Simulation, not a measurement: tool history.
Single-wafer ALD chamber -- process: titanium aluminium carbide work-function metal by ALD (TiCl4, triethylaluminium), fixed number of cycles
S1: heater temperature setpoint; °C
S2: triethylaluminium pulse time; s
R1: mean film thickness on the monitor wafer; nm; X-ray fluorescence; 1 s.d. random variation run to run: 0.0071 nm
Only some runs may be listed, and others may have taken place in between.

Run 1, hour 0: S1 325 °C, S2 11.99 s. Result: R1 2.2917 nm.
Run 2, hour 3.4: S1 318 °C, S2 11.99 s. Result: R1 2.2204 nm.
Run 3, hour 9.2: S1 325 °C, S2 11.99 s. Result: R1 2.272 nm.
Run 4, hour 14.1: S1 327 °C, S2 12.24 s. Result: R1 2.2994 nm.
Run 5, hour 17.3: S1 319 °C, S2 12.24 s. Result: R1 2.2307 nm.
Run 6, hour 23: S1 322 °C, S2 12.49 s. Result: R1 2.2604 nm.
Run 7, hour 25.3: S1 324 °C, S2 12.71 s. Result: R1 2.3006 nm.
Run 8, hour 33.4: S1 326 °C, S2 12.8 s. Result: R1 2.3142 nm.
Run 9, hour 36.9: S1 327 °C, S2 12.9 s. Result: R1 2.3105 nm.
Run 10, hour 45.6: S1 329 °C, S2 13.07 s. Result: R1 2.3389 nm.
Run 11, hour 51.5: S1 330 °C, S2 13.18 s. Result: R1 2.3427 nm.
Run 12, hour 55.6: S1 331 °C, S2 13.31 s. Result: R1 2.3653 nm.
Run 13, hour 59: S1 332 °C, S2 13.38 s. Result: R1 2.3791 nm.
Run 14, hour 67.6: S1 333 °C, S2 13.44 s. Result: R1 2.3799 nm.

Run 15 comes next. What will it give?
Run 15, hour 69.6: S1 333 °C, S2 13.44 s. Result: R1 ?.

{"run 15": {"R1": 2.3937}}
